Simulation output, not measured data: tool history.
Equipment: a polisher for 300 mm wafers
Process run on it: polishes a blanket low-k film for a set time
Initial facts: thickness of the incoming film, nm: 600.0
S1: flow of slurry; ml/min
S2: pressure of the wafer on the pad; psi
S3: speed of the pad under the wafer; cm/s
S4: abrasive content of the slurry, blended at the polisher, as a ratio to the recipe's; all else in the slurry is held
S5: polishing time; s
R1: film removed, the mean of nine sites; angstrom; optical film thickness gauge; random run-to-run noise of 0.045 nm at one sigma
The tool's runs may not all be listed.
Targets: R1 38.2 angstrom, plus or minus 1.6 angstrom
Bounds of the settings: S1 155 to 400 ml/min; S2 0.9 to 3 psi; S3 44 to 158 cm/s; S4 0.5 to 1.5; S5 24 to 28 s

run 1 hour=0 | S1=255 S2=1.9 S3=100 S4=1 S5=28 | R1=75.763
run 2 hour=3.5 | S1=255 S2=1.6 S3=94 S4=1 S5=28 | R1=63.285
run 3 hour=10.6 | S1=255 S2=1.6 S3=94 S4=1 S5=28 | R1=61.957
run 4 hour=15.3 | S1=255 S2=1.4 S3=90 S4=1 S5=28 | R1=54.732
run 5 hour=16.9 | S1=255 S2=1.4 S3=90 S4=1 S5=28 | R1=54.423
run 6 hour=23.5 | S1=255 S2=1.4 S3=90 S4=0.85 S5=28 | R1=49.243
-- hour=32 conditioning disc replaced and pad reconditioned
run 7 hour=32 | S1=255 S2=1.3 S3=90 S4=0.85 S5=28 | R1=56.055
run 8 hour=37.6 | S1=255 S2=1.2 S3=84 S4=0.85 S5=28 | R1=49.59
run 9 hour=42.5 | S1=255 S2=1.1 S3=78 S4=0.85 S5=28 | R1=42.876
run 10 hour=43.4 | S1=255 S2=0.9 S3=78 S4=0.85 S5=28 | R1=35.616

4 next moves are on the table. One of them brings every result within its allowed miss. Which?
run A hour=44.3 | S1=240 S2=1 S3=84 S4=0.85 S5=28 | R1=?
run B hour=44.3 | S1=250 S2=1 S3=82 S4=0.9 S5=28 | R1=?
run C hour=44.3 | S1=255 S2=1 S3=82 S4=0.8 S5=27 | R1=?
run D hour=44.3 | S1=240 S2=1.1 S3=90 S4=0.75 S5=27 | R1=?

move=A R1=40.59
move=B R1=41.396
move=C R1=37.237
move=D R1=41.78
A: moves the result that the last run missed by most past its target, out the other side
B: moves the result that the last run missed by most past its target, out the other side
C: every result within its allowed miss
D: moves the result that the last run missed by most past its target, out the other side
Answer: C

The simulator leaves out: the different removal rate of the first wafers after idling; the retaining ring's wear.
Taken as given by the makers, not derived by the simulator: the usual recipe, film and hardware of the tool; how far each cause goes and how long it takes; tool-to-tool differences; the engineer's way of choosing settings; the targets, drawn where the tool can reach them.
